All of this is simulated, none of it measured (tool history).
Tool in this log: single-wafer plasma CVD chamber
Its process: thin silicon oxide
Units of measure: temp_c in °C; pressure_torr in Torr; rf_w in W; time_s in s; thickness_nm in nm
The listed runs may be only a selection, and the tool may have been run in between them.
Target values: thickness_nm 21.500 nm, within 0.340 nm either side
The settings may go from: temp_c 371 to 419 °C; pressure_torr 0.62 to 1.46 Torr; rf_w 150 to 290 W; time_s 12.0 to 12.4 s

| run | hour | temp_c | pressure_torr | rf_w | time_s | thickness_nm |
|---|---|---|---|---|---|---|
| 1 | 0.0 | 395 | 1.04 | 220 | 12.0 | 24.624 |
| 2 | 3.7 | 395 | 1.04 | 230 | 12.0 | 24.814 |
| 3 | 6.8 | 395 | 0.99 | 230 | 12.0 | 24.126 |
| 4 | 14.4 | 395 | 0.95 | 230 | 12.0 | 23.584 |
| 5 | 20.6 | 395 | 0.95 | 255 | 12.0 | 24.456 |
| 6 | 23.7 | 395 | 0.90 | 255 | 12.0 | 23.508 |
| 7 | 29.6 | 395 | 0.87 | 255 | 12.0 | 22.784 |
| 8 | 35.6 | 395 | 0.85 | 255 | 12.0 | 22.328 |
| 9 | 39.6 | 395 | 0.85 | 255 | 12.0 | 22.346 |
| 10 | 48.2 | 395 | 0.85 | 255 | 12.0 | 22.530 |
| 11 | 57.2 | 395 | 0.84 | 255 | 12.0 | 22.385 |
| 12 | 62.7 | 395 | 0.83 | 255 | 12.0 | 22.153 |
| 13 | 64.3 | 395 | 0.82 | 255 | 12.0 | 21.850 |

Which one of the following 4 next-run settings gets every result inside its allowed miss? There is exactly one.
| A | 65.9 | 405 | 0.80 | 260 | 12.1 | ? |
| B | 65.9 | 395 | 0.82 | 245 | 12.4 | ? |
| C | 65.9 | 396 | 0.82 | 255 | 12.1 | ? |
| D | 65.9 | 390 | 0.82 | 265 | 12.2 | ? |

| move | thickness_nm |
|---|---|
| A | 21.539 |
| B | 22.164 |
| C | 21.934 |
| D | 22.523 |
A: in spec on every target
B: further off than the last run
C: further off than the last run
D: further off than the last run
Move A is the one to make.

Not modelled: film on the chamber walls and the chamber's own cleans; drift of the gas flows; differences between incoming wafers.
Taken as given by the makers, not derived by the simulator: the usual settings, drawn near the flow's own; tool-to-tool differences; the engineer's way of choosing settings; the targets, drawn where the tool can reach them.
